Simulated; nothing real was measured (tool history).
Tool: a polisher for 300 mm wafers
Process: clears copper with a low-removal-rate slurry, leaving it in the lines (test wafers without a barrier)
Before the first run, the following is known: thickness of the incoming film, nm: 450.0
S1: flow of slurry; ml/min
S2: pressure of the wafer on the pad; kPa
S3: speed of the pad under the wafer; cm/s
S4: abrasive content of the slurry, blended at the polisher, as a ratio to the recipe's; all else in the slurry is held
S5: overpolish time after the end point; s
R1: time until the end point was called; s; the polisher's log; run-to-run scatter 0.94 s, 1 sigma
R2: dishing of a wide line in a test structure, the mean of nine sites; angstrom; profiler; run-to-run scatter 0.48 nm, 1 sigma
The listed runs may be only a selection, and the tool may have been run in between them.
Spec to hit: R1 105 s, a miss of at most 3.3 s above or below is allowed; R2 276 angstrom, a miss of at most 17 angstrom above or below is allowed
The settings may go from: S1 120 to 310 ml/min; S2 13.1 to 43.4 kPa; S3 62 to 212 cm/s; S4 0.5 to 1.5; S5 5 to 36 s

| run | hour | S1 | S2 | S3 | S4 | S5 | R1 | R2 |
|---|---|---|---|---|---|---|---|---|
| 1 | 0 | 200 | 28.3 | 136 | 1 | 18 | 103 | 574.27 |
| 2 | 6.4 | 200 | 28.3 | 136 | 1 | 25 | 103.82 | 748.66 |
| 3 | 15.2 | 205 | 27.6 | 138 | 1 | 22 | 103.64 | 665.64 |
| 4 | 21.1 | 215 | 26.9 | 140 | 1 | 19 | 104.46 | 576.47 |
| 5 | 23.6 | 230 | 26.2 | 142 | 1 | 17 | 104.63 | 509.54 |
| 6 | 28.4 | 230 | 26.2 | 156 | 1 | 17 | 96.562 | 549.16 |
| 7 | 32 | 240 | 25.5 | 156 | 1 | 15 | 99.709 | 499.84 |
| 8 | 37.2 | 240 | 25.5 | 156 | 1 | 15 | 99.284 | 495.16 |
| 9 | 43.8 | 250 | 24.8 | 158 | 1 | 13 | 100.08 | 441.67 |
| 10 | 46.3 | 260 | 24.1 | 158 | 1 | 12 | 101.92 | 404.3 |
| 11 | 52.8 | 265 | 24.1 | 158 | 1 | 11 | 102.85 | 374.51 |
| 12 | 56.8 | 270 | 24.1 | 158 | 1 | 10 | 102.93 | 350.03 |
| 13 | 58.2 | 275 | 24.1 | 158 | 1 | 9 | 102.34 | 300.57 |

Which one of the following 4 next-run settings gets every result inside its allowed miss? There is exactly one.
| A | 59.6 | 285 | 24.1 | 158 | 0.9 | 8 | ? | ? |
| B | 59.6 | 305 | 24.1 | 166 | 0.9 | 9 | ? | ? |
| C | 59.6 | 185 | 24.1 | 188 | 0.9 | 8 | ? | ? |
| D | 59.6 | 305 | 25.5 | 142 | 1.2 | 10 | ? | ? |

| move | R1 | R2 |
|---|---|---|
| A | 103.33 | 274.91 |
| B | 98.438 | 319.64 |
| C | 93.169 | 302.05 |
| D | 99.9 | 347.46 |
A: meets every target
B: moves away from the targets compared with the last run
C: moves away from the targets compared with the last run
D: moves away from the targets compared with the last run
A is the move that brings every result within its allowed miss.

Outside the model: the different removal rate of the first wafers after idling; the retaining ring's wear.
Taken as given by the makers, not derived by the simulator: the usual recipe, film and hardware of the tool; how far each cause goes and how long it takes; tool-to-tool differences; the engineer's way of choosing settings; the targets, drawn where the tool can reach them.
